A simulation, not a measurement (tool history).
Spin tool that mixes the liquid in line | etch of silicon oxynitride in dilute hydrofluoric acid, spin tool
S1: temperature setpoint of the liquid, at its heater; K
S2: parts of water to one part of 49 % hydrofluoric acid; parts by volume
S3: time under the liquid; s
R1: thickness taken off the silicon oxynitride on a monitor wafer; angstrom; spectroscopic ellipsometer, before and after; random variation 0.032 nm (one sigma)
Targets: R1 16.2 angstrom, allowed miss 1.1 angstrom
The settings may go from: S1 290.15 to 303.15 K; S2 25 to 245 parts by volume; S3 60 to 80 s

| run | hour | S1 | S2 | S3 | R1 |
|---|---|---|---|---|---|
| 1 | 0 | 295.15 | 135 | 80 | 6.7662 |
| 2 | 5.6 | 297.15 | 115 | 80 | 8.6375 |
| 3 | 14.4 | 300.15 | 115 | 80 | 9.8452 |
| 4 | 18 | 300.15 | 90 | 80 | 12.971 |
| 5 | 27 | 300.65 | 85 | 80 | 14.816 |
| 6 | 35.5 | 300.65 | 85 | 60 | 11.119 |
| 7 | 38.8 | 301.15 | 75 | 60 | 12.965 |
| 8 | 39.5 | 301.65 | 70 | 60 | 13.797 |

Which of these 4 next moves meets every target?
| A | 40.2 | 302.15 | 75 | 60 | ? |
| B | 40.2 | 301.15 | 65 | 80 | ? |
| C | 40.2 | 297.15 | 70 | 60 | ? |
| D | 40.2 | 298.65 | 70 | 80 | ? |

| move | R1 |
|---|---|
| A | 13.582 |
| B | 20.174 |
| C | 11.574 |
| D | 16.574 |
A: further off than the last run
B: takes the result that was furthest off past its target
C: further off than the last run
D: meets every target
Answer: D

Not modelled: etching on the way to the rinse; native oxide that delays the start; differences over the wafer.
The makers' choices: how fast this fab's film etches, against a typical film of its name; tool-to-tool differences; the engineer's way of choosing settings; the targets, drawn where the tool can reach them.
